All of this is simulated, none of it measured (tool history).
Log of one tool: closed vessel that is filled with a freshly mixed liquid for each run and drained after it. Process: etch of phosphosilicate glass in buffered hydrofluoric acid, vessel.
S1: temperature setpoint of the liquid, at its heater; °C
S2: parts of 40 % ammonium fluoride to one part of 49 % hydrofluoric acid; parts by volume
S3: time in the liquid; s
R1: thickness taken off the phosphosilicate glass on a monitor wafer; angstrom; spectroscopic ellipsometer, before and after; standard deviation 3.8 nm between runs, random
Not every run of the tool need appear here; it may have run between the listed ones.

{"run": 1, "hour": 0.0, "S1": 21, "S2": 14.5, "S3": 95, "R1": 2351}
{"run": 2, "hour": 7.7, "S1": 23, "S2": 14, "S3": 95, "R1": 2719.6}
{"run": 3, "hour": 8.6, "S1": 26.5, "S2": 14, "S3": 95, "R1": 3312.9}
{"run": 4, "hour": 12.7, "S1": 28.5, "S2": 14, "S3": 95, "R1": 3610.5}
{"run": 5, "hour": 21.9, "S1": 28.5, "S2": 10, "S3": 95, "R1": 5145.8}
{"run": 6, "hour": 27.2, "S1": 29, "S2": 10, "S3": 95, "R1": 5193}
{"run": 7, "hour": 33.3, "S1": 28, "S2": 10, "S3": 95, "R1": 4857.8}
{"run": 8, "hour": 35.4, "S1": 27, "S2": 10, "S3": 95, "R1": 4678.7}

Predict the results of run 9:
{"run": 9, "hour": 37.1, "S1": 26.5, "S2": 10, "S3": 95, "R1": "?"}

Run 9 measured R1 4553.1 angstrom.
